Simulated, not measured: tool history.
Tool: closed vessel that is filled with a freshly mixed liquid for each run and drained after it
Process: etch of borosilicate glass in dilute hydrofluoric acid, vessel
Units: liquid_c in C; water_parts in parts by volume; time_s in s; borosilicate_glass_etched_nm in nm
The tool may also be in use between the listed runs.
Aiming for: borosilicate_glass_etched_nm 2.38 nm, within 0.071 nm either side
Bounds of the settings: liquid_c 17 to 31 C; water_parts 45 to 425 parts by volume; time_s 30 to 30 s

run,day,liquid_c,water_parts,time_s,borosilicate_glass_etched_nm
1,0,23,235,30,4.245
2,0.125,21,260,30,3.4719
3,0.3,21,260,30,3.5503
4,0.35,21,205,30,4.6535
5,0.396,21,265,30,3.4276
6,0.771,20,280,30,3.0755
7,0.817,19,290,30,2.8603
8,1.012,18.5,300,30,2.6745
9,1.062,18,305,30,2.5636
10,1.438,17.5,310,30,2.4852

Which of these 5 next moves meets every target?
A,1.812,22.5,365,30,?
B,1.812,19,320,30,?
C,1.812,17,300,30,?
D,1.812,17,290,30,?
E,1.812,17.5,300,30,?

move,borosilicate_glass_etched_nm
A,2.4201
B,2.5293
C,2.5434
D,2.6521
E,2.5923
A: each result inside its tolerance
B: its largest miss is bigger than the last run's
C: its largest miss is bigger than the last run's
D: its largest miss is bigger than the last run's
E: its largest miss is bigger than the last run's
A meets every target.

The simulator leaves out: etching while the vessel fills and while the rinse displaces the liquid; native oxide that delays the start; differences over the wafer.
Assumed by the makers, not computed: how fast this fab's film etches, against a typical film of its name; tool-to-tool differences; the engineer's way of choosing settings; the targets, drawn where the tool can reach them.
